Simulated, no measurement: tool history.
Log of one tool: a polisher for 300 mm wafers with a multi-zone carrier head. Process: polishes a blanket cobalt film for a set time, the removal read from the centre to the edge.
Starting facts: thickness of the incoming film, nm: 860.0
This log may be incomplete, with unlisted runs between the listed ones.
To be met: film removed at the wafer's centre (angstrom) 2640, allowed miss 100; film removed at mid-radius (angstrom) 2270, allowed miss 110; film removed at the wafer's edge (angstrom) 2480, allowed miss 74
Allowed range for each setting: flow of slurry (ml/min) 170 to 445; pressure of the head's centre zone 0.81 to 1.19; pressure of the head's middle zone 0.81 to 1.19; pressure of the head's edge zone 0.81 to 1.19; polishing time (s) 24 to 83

run,hour,flow of slurry (ml/min),pressure of the head's centre zone,pressure of the head's middle zone,pressure of the head's edge zone,polishing time (s),film removed at the wafer's centre (angstrom),film removed at mid-radius (angstrom),film removed at the wafer's edge (angstrom)
1,0,285,1,1,1,53,3078.5,3034.6,3067.3
2,7.2,280,1,0.97,0.98,51,2896.7,2768.8,2919.9
3,13,280,0.96,0.97,0.98,51,2805.1,2855.7,2952.9
4,20.4,275,0.98,0.96,0.96,50,2812.8,2673.5,2811.6
5,26.2,270,0.98,0.95,0.94,50,2795.4,2667.5,2798.9
6,30.2,270,0.98,1.01,0.94,50,2816,2863.3,2779.3
7,35.7,265,0.98,0.99,0.92,49,2776.3,2670.8,2700.6
8,44.4,245,0.96,0.92,0.82,46,2461.6,2366.5,2391.7

Of the 5 settings listed for the next run, only one would bring every result within its allowed miss of target. Which one?
A,53.1,250,1.04,0.94,0.85,44,?,?,?
B,53.1,235,1.07,0.98,0.81,46,?,?,?
C,53.1,270,0.92,0.98,0.86,46,?,?,?
D,53.1,225,0.85,0.96,0.82,46,?,?,?
E,53.1,215,1.01,0.87,0.87,47,?,?,?

move,film removed at the wafer's centre (angstrom),film removed at mid-radius (angstrom),film removed at the wafer's edge (angstrom)
A,2547.7,2342.8,2342.6
B,2716.1,2514.8,2381.1
C,2379.9,2562.7,2478.7
D,2138.2,2458.8,2383.3
E,2577.9,2296.5,2490.1
A: brings the last run's worst result on target, with another outside its allowed miss
B: brings the last run's worst result on target, with another outside its allowed miss
C: further off than the last run
D: further off than the last run
E: meets every target
So the answer is move E, the one that meets all the targets.
